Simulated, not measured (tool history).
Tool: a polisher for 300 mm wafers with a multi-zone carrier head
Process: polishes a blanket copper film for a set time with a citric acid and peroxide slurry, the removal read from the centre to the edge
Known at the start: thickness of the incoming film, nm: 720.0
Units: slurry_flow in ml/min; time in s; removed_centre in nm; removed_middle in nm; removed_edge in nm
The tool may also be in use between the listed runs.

run 1 hour=0.0 | slurry_flow=225 centre_zone=1.00 middle_zone=1.00 edge_zone=1.00 slurry_solids=1.00 time=40 | removed_centre=82.709 removed_middle=81.819 removed_edge=85.191
run 2 hour=7.0 | slurry_flow=225 centre_zone=0.92 middle_zone=1.00 edge_zone=1.00 slurry_solids=1.00 time=40 | removed_centre=78.019 removed_middle=82.452 removed_edge=84.088
run 3 hour=10.9 | slurry_flow=225 centre_zone=0.92 middle_zone=1.00 edge_zone=1.00 slurry_solids=0.85 time=40 | removed_centre=74.186 removed_middle=79.626 removed_edge=79.840
run 4 hour=15.6 | slurry_flow=235 centre_zone=0.95 middle_zone=0.98 edge_zone=1.01 slurry_solids=0.85 time=40 | removed_centre=78.118 removed_middle=78.225 removed_edge=82.344
-- hour=24.5 worn pad replaced by a new one
run 5 hour=24.5 | slurry_flow=235 centre_zone=0.88 middle_zone=0.98 edge_zone=1.01 slurry_solids=0.85 time=40 | removed_centre=80.611 removed_middle=89.295 removed_edge=89.041
run 6 hour=32.4 | slurry_flow=230 centre_zone=0.91 middle_zone=0.95 edge_zone=1.01 slurry_solids=0.85 time=40 | removed_centre=80.892 removed_middle=84.549 removed_edge=90.861
run 7 hour=35.3 | slurry_flow=230 centre_zone=0.94 middle_zone=0.95 edge_zone=1.01 slurry_solids=0.85 time=40 | removed_centre=85.926 removed_middle=86.036 removed_edge=90.211

Run 8 comes next. What will it give?
run 8 hour=41.3 | slurry_flow=220 centre_zone=0.97 middle_zone=0.95 edge_zone=1.04 slurry_solids=0.80 time=39 | removed_centre=? removed_middle=? removed_edge=?

Run 8 gave removed_centre 82.672 nm, removed_middle 80.489 nm, removed_edge 87.396 nm.
